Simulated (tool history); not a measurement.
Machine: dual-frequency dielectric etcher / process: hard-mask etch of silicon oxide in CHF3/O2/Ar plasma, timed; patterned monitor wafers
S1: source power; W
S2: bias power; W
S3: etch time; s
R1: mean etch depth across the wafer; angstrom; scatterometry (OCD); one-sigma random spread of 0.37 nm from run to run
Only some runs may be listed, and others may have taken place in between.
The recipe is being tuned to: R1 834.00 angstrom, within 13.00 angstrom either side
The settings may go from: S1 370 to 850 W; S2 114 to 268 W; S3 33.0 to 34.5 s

{"run": 1, "hour": 0.0, "S1": 610, "S2": 191, "S3": 33.0, "R1": 715.29}
{"run": 2, "hour": 5.5, "S1": 500, "S2": 191, "S3": 33.0, "R1": 675.02}
{"run": 3, "hour": 13.5, "S1": 560, "S2": 196, "S3": 33.0, "R1": 707.25}
{"run": 4, "hour": 21.9, "S1": 640, "S2": 196, "S3": 33.0, "R1": 741.21}
{"run": 5, "hour": 29.1, "S1": 640, "S2": 226, "S3": 33.0, "R1": 775.19}
{"run": 6, "hour": 29.8, "S1": 640, "S2": 258, "S3": 33.0, "R1": 807.12}
{"run": 7, "hour": 32.9, "S1": 650, "S2": 258, "S3": 33.0, "R1": 808.46}
{"run": 8, "hour": 33.7, "S1": 660, "S2": 259, "S3": 33.0, "R1": 815.52}
{"run": 9, "hour": 39.7, "S1": 660, "S2": 259, "S3": 33.0, "R1": 819.05}

Exactly one of the 5 candidate moves below puts every result within its allowed miss. Which one?
{"run": "A", "hour": 45.7, "S1": 630, "S2": 247, "S3": 33.5, "R1": "?"}
{"run": "B", "hour": 45.7, "S1": 570, "S2": 254, "S3": 34.0, "R1": "?"}
{"run": "C", "hour": 45.7, "S1": 650, "S2": 267, "S3": 33.5, "R1": "?"}
{"run": "D", "hour": 45.7, "S1": 630, "S2": 255, "S3": 33.0, "R1": "?"}
{"run": "E", "hour": 45.7, "S1": 560, "S2": 268, "S3": 34.0, "R1": "?"}

move=A R1=804.74
move=B R1=795.12
move=C R1=834.46
move=D R1=800.86
move=E R1=804.04
A: misses by more than the last run did
B: misses by more than the last run did
C: each result inside its tolerance
D: misses by more than the last run did
E: misses by more than the last run did
Answer: C
